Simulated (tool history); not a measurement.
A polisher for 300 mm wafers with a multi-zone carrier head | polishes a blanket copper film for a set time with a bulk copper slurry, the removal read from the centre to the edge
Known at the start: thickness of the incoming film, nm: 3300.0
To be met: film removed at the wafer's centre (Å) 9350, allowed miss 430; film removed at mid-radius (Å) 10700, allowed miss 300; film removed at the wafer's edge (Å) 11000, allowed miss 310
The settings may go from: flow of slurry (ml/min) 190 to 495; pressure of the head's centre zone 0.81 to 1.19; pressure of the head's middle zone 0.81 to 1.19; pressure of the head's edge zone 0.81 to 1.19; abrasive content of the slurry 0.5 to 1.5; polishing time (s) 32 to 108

| run | hour | flow of slurry (ml/min) | pressure of the head's centre zone | pressure of the head's middle zone | pressure of the head's edge zone | abrasive content of the slurry | polishing time (s) | film removed at the wafer's centre (Å) | film removed at mid-radius (Å) | film removed at the wafer's edge (Å) |
|---|---|---|---|---|---|---|---|---|---|---|
| 1 | 0 | 320 | 1 | 1 | 1 | 1 | 70 | 7485.5 | 7415 | 7384.6 |
| 2 | 7.8 | 320 | 1 | 1 | 0.93 | 1 | 70 | 7419.2 | 7454.6 | 7291.8 |
| 3 | 10.3 | 320 | 1 | 1 | 0.93 | 1.05 | 70 | 7599.9 | 7577.2 | 7279 |
| 4 | 13.4 | 320 | 0.98 | 1 | 0.95 | 1.1 | 73 | 7554.3 | 7846.3 | 7766.1 |
| 5 | 19.4 | 320 | 0.98 | 1.01 | 0.96 | 1.15 | 75 | 8029.7 | 8330.1 | 8079.3 |
| 6 | 23 | 320 | 0.97 | 1.01 | 0.98 | 1.2 | 77 | 8447.5 | 8465.4 | 8402.9 |
| 7 | 24.4 | 315 | 0.95 | 1.02 | 0.99 | 1.25 | 79 | 8497 | 8881.3 | 8655.2 |
| 8 | 32.8 | 320 | 0.93 | 1.02 | 1 | 1.3 | 81 | 8479 | 9270.6 | 9233.6 |
| 9 | 33.4 | 330 | 0.93 | 1.02 | 1.02 | 1.3 | 82 | 8733.7 | 9216 | 9335.6 |

5 next moves are on the table. One of them brings every result within its allowed miss. Which?
| A | 34 | 300 | 0.89 | 0.88 | 1 | 1.25 | 98 | ? | ? | ? |
| B | 34 | 370 | 0.9 | 1.03 | 1 | 1.3 | 88 | ? | ? | ? |
| C | 34 | 195 | 0.97 | 1.02 | 0.89 | 1.5 | 93 | ? | ? | ? |
| D | 34 | 400 | 0.85 | 1 | 1.04 | 1.15 | 97 | ? | ? | ? |
| E | 34 | 310 | 1.07 | 0.99 | 1.03 | 1.35 | 67 | ? | ? | ? |

| move | film removed at the wafer's centre (Å) | film removed at mid-radius (Å) | film removed at the wafer's edge (Å) |
|---|---|---|---|
| A | 9865.2 | 9800.8 | 10869 |
| B | 9164.5 | 10272 | 9930.1 |
| C | 9973.6 | 10513 | 9916.3 |
| D | 9492.1 | 10841 | 10910 |
| E | 7943.9 | 7518 | 7638.9 |
A: brings the result that was furthest off to its target, and leaves another outside
B: nearer than the last run, and not there yet
C: nearer than the last run, and not there yet
D: meets every target
E: further off than the last run
The right move is D.

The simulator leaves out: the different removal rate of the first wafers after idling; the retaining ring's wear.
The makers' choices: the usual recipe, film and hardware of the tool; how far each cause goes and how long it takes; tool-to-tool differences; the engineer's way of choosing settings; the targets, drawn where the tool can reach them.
